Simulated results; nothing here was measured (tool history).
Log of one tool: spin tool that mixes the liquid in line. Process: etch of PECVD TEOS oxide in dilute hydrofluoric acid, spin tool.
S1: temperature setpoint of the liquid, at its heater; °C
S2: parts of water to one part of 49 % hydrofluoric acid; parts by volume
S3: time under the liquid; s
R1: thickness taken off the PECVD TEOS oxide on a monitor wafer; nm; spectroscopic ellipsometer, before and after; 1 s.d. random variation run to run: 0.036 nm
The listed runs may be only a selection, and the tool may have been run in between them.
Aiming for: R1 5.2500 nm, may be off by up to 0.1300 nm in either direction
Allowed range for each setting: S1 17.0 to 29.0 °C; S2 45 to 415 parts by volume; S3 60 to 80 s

run,day,S1,S2,S3,R1
1,0.000,21.0,230,80,2.3601
2,0.196,21.0,295,80,1.6948
3,0.458,23.5,240,80,2.4476
4,0.546,23.5,170,80,3.7091
5,0.729,25.0,160,80,4.2058
6,0.821,25.0,160,80,4.1496
7,1.062,26.0,155,80,4.4942
8,1.421,27.0,155,80,4.7314
9,1.521,27.5,155,80,4.7778
10,1.817,28.0,155,80,4.9025
11,1.954,28.5,155,80,4.9423

Which one of the following 5 next-run settings gets every result inside its allowed miss? There is exactly one.
A,2.092,27.5,135,75,?
B,2.092,25.0,140,80,?
C,2.092,28.5,120,60,?
D,2.092,27.5,130,60,?
E,2.092,29.0,145,80,?

move,R1
A,5.2378
B,4.8728
C,4.9893
D,4.3791
E,5.4278
A: meets every target
B: misses by more than the last run did
C: closer than the last run, but not yet in spec
D: misses by more than the last run did
E: takes the biggest miss from the last run beyond its target
A is the move that brings every result within its allowed miss.
